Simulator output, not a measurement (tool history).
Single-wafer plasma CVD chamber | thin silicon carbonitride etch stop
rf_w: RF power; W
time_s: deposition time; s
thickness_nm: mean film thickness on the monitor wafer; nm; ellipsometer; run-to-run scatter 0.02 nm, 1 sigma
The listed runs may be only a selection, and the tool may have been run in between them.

| run | hour | rf_w | time_s | thickness_nm |
|---|---|---|---|---|
| 1 | 0.0 | 270 | 8.88 | 5.4059 |
| 2 | 1.0 | 250 | 8.88 | 5.3694 |
| 3 | 2.5 | 250 | 9.90 | 5.9310 |
| 4 | 7.8 | 245 | 9.76 | 5.8571 |
| 5 | 14.8 | 270 | 9.76 | 5.9953 |
| 6 | 18.6 | 260 | 9.65 | 5.8541 |
| 7 | 23.4 | 255 | 9.55 | 5.7520 |
| 8 | 26.9 | 250 | 9.47 | 5.6992 |

Run 9, settings as shown, results not yet in. Your forecast:
| 9 | 29.0 | 245 | 9.38 | ? |

For run 9 the tool returned thickness_nm 5.6510 nm.
